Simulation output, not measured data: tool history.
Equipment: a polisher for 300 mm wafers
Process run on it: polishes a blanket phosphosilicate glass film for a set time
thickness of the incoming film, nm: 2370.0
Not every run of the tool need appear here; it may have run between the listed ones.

run,hour,flow of slurry (ml/min),pressure of the wafer on the pad (kPa),speed of the pad under the wafer (m/s),abrasive content of the slurry,polishing time (s),film removed (Å)
1,0,150,14.5,1.16,1,72,4435.4
2,8.5,150,13.8,1.12,1,72,4070.1
3,13.5,150,13.8,0.98,1,72,3745.8
4,20.1,150,13.8,0.98,0.9,72,3540.6
5,28.6,150,13.8,0.98,0.9,75,3701.9
6,34.6,150,13.1,0.96,0.9,75,3421.9
7,36.4,150,12.4,0.96,0.9,75,3246.8
# hour 43.5: head pressure recalibrated
8,43.5,150,11.7,0.96,0.9,75,2866.9

What does the tool deliver on the next run?
9,48.4,150,11,0.96,0.9,75,?

{"run 9": {"film removed (Å)": 2650.4}}

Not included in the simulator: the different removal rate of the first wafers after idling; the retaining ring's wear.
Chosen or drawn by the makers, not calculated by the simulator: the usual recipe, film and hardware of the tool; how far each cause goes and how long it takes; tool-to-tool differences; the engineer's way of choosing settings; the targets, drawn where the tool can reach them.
